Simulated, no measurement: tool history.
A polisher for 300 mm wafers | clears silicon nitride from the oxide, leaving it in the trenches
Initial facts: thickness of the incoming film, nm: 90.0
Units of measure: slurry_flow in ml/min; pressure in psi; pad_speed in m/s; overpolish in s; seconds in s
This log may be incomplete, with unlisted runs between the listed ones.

{"run": 1, "hour": 0.0, "slurry_flow": 215, "pressure": 2.7, "pad_speed": 0.96, "overpolish": 29, "seconds": 107.85}
{"run": 2, "hour": 6.4, "slurry_flow": 215, "pressure": 2.4, "pad_speed": 0.92, "overpolish": 29, "seconds": 124.22}
{"run": 3, "hour": 15.0, "slurry_flow": 245, "pressure": 2.4, "pad_speed": 0.92, "overpolish": 29, "seconds": 122.92}
{"run": 4, "hour": 16.0, "slurry_flow": 245, "pressure": 2.2, "pad_speed": 0.88, "overpolish": 29, "seconds": 136.95}
{"run": 5, "hour": 22.8, "slurry_flow": 245, "pressure": 2.2, "pad_speed": 0.88, "overpolish": 31, "seconds": 134.01}
{"run": 6, "hour": 24.2, "slurry_flow": 245, "pressure": 2.0, "pad_speed": 0.84, "overpolish": 31, "seconds": 152.37}

The next listed run, before its measurement:
{"run": 7, "hour": 31.3, "slurry_flow": 245, "pressure": 1.8, "pad_speed": 0.82, "overpolish": 31, "seconds": "?"}

seconds: 167.47 s
